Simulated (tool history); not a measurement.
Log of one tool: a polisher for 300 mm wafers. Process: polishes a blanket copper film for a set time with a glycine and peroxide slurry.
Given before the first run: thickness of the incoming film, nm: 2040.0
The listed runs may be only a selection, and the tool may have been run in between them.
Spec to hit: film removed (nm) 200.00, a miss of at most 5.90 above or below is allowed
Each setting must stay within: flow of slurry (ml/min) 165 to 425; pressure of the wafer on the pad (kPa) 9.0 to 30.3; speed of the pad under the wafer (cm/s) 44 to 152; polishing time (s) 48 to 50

run  hour  flow of slurry (ml/min)  pressure of the wafer on the pad (kPa)  speed of the pad under the wafer (cm/s)  polishing time (s)  film removed (nm)
  1   0.0                      275                                    19.3                                       98                  48             233.50
  2   3.2                      275                                    19.3                                       98                  50             242.75
  3  12.1                      275                                    17.9                                       98                  50             226.30
  4  17.1                      275                                    17.2                                       98                  50             222.95
  5  19.5                      320                                    17.2                                       98                  50             226.28
  6  22.2                      320                                    17.2                                      114                  50             254.12
  7  26.6                      320                                    15.9                                      114                  50             237.05
  8  30.1                      320                                    15.2                                      114                  50             230.56
  9  35.6                      320                                    14.5                                      114                  50             224.81
 10  44.7                      310                                    11.0                                      114                  50             176.48

5 candidate next runs follow, results not yet known. Just one meets every target within its allowed miss. Identify it.
  A  53.8                      275                                    10.3                                      118                  50                  ?
  B  53.8                      315                                     9.7                                      138                  49                  ?
  C  53.8                      305                                    13.1                                      114                  49                  ?
  D  53.8                      335                                    12.4                                      104                  50                  ?
  E  53.8                      310                                    12.4                                      124                  50                  ?

move  film removed (nm)
   A             173.99
   B             184.48
   C             201.23
   D             185.17
   E             210.44
A: lands further from the targets than the last run did
B: nearer than the last run, and not there yet
C: hits every target within its allowed miss
D: nearer than the last run, and not there yet
E: takes the biggest miss from the last run beyond its target
Go with C: it meets all targets.
